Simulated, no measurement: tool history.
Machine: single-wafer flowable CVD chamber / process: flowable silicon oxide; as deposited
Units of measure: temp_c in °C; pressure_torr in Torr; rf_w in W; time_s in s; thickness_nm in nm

run	day	temp_c	pressure_torr	rf_w	time_s	thickness_nm
1	0.000	100	1.10	2595	256	228.30
2	0.342	94	1.10	2595	256	271.26
3	0.658	94	1.10	2945	256	274.06
4	0.908	94	0.91	2945	256	225.18
5	1.112	101	0.91	2945	256	183.96
6	1.292	110	0.91	2945	256	140.71
7	1.433	109	0.91	2945	256	144.89

Predict the results of run 8:
8	1.546	108	0.91	2945	256	?

Run 8 produced thickness_nm 149.21 nm.
